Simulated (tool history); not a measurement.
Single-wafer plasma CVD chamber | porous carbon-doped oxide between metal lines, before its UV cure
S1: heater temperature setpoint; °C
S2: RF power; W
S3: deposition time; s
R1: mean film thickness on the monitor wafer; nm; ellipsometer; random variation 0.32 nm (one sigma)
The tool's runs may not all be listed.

Run 1, hour 0.0: S1 300 °C, S2 495 W, S3 22.6 s. Result: R1 134.20 nm.
Run 2, hour 0.7: S1 305 °C, S2 490 W, S3 22.6 s. Result: R1 129.94 nm.
Run 3, hour 3.7: S1 309 °C, S2 485 W, S3 22.6 s. Result: R1 126.23 nm.
Run 4, hour 6.8: S1 312 °C, S2 485 W, S3 22.6 s. Result: R1 124.61 nm.
Run 5, hour 12.1: S1 315 °C, S2 485 W, S3 22.6 s. Result: R1 123.19 nm.
Run 6, hour 14.5: S1 315 °C, S2 485 W, S3 22.6 s. Result: R1 122.69 nm.

Run 7 comes next. What will it give?
Run 7, hour 19.6: S1 317 °C, S2 485 W, S3 22.6 s. Result: R1 ?.

R1: 121.71 nm
